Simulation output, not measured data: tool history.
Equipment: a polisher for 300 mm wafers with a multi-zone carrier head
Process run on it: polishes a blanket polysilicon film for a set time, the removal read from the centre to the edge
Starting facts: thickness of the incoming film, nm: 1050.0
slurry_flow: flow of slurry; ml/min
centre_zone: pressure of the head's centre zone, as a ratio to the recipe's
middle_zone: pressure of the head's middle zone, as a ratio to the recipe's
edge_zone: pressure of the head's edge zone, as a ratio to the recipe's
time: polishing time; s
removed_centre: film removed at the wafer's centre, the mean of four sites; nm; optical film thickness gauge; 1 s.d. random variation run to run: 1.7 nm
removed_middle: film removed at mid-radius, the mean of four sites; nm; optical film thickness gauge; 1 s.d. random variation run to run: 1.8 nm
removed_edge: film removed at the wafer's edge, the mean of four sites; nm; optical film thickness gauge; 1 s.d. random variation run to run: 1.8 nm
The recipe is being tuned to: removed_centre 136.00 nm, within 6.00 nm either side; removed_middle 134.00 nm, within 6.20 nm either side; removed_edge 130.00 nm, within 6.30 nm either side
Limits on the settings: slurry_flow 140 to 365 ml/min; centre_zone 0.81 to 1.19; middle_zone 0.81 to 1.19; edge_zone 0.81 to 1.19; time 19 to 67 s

run	hour	slurry_flow	centre_zone	middle_zone	edge_zone	time	removed_centre	removed_middle	removed_edge
1	0.0	235	1.00	1.00	1.00	43	197.54	200.50	190.17
2	2.5	235	1.00	1.00	1.00	36	164.14	165.24	161.54
3	5.8	235	1.00	0.99	0.98	35	160.48	159.91	160.45
4	11.2	235	1.09	0.99	0.98	35	176.33	164.32	153.49
5	14.5	235	1.08	0.99	0.98	34	165.16	153.38	150.79
6	19.7	280	1.08	0.99	0.98	34	172.12	157.07	154.75
7	27.8	275	1.07	0.99	0.97	33	162.96	154.62	149.93
8	35.6	275	1.07	0.99	0.96	32	158.59	149.85	145.61
9	44.4	275	1.06	0.99	0.95	31	154.27	147.05	138.82
10	51.0	275	1.05	0.98	0.94	31	151.73	142.57	137.39

Of the 4 settings listed for the next run, only one would bring every result within its allowed miss of target. Which one?
A	57.6	285	1.04	0.87	1.02	28	?	?	?
B	57.6	200	1.11	0.97	0.93	30	?	?	?
C	57.6	235	1.03	1.01	0.99	29	?	?	?
D	57.6	280	1.07	1.05	0.81	27	?	?	?

move	removed_centre	removed_middle	removed_edge
A	133.10	117.03	129.90
B	144.21	130.91	128.38
C	133.21	134.15	130.06
D	131.82	131.87	112.19
A: gets the furthest-off result to its target, but another result is out of tolerance
B: nearer than the last run, and not there yet
C: every result within its allowed miss
D: gets the furthest-off result to its target, but another result is out of tolerance
Correct choice: C, which meets every target
